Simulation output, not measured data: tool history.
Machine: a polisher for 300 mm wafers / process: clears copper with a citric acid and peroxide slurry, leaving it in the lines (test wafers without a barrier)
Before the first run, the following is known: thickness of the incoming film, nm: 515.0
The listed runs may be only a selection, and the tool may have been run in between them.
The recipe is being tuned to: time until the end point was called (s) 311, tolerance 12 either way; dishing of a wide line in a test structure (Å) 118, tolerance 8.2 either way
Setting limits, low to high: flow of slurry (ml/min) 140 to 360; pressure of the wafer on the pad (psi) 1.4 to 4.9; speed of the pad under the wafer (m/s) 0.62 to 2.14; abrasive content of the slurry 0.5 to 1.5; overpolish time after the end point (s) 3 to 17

run,day,flow of slurry (ml/min),pressure of the wafer on the pad (psi),speed of the pad under the wafer (m/s),abrasive content of the slurry,overpolish time after the end point (s),time until the end point was called (s),dishing of a wide line in a test structure (Å)
1,0,230,3.1,1.38,1,9,186.76,150.55
2,0.05,230,3.1,1.38,1,7,185.31,127.16
3,0.079,230,3.5,1.38,1,7,166.27,136.32
4,0.375,195,3.5,1.38,1,7,169.68,128.59
5,0.454,195,3.5,1.38,1,9,170.94,154.66
6,0.817,155,3.5,1.38,1,9,178.12,158.77
7,0.867,155,3,1.36,1,9,206.41,140.57
# day 1.017: head pressure recalibrated
8,1.017,155,2.6,1.36,1,9,215.69,138.28
9,1.288,155,2.3,1.3,1,9,249.29,120.36
10,1.454,155,2,1.3,1,10,287.88,117.23
11,1.804,155,1.9,1.3,1,10,297.94,111.37

Exercise: of the 4 proposed moves below, exactly one satisfies all targets within the stated allowed misses. Which move is it?
A,2.154,175,1.8,1.14,1,12,?,?
B,2.154,140,2.4,1.02,0.9,11,?,?
C,2.154,225,2.1,1.08,0.95,9,?,?
D,2.154,180,2.2,1.12,1.15,10,?,?

move,time until the end point was called (s),dishing of a wide line in a test structure (Å)
A,340.8,117.42
B,314.12,117.22
C,308.63,100.89
D,283.04,117.92
A: takes the biggest miss from the last run beyond its target
B: hits every target within its allowed miss
C: brings the last run's worst result on target, with another outside its allowed miss
D: further off than the last run
The move that meets every target is B.

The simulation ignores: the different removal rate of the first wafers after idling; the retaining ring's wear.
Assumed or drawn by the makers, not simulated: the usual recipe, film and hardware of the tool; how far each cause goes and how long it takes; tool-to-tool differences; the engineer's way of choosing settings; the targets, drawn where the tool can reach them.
